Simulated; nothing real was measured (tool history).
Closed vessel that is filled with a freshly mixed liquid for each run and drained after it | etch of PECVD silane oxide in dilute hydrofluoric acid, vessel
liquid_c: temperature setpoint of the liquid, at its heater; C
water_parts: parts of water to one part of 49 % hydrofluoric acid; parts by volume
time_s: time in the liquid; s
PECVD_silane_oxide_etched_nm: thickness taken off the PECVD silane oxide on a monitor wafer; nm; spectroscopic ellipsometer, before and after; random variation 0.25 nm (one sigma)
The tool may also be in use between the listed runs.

run	hour	liquid_c	water_parts	time_s	PECVD_silane_oxide_etched_nm
1	0.0	23.0	210	350	59.666
2	2.6	23.0	210	350	59.085
3	11.4	23.0	210	370	63.041
4	12.3	22.0	215	370	59.520
5	19.7	20.5	215	370	55.523
6	20.8	20.0	220	370	53.229
7	23.7	19.5	225	370	51.239
8	31.9	19.0	230	370	48.716
9	38.2	18.5	235	370	46.483

The next listed run, before its measurement:
10	39.1	17.5	245	370	?

Run 10 gave PECVD_silane_oxide_etched_nm 42.835 nm.
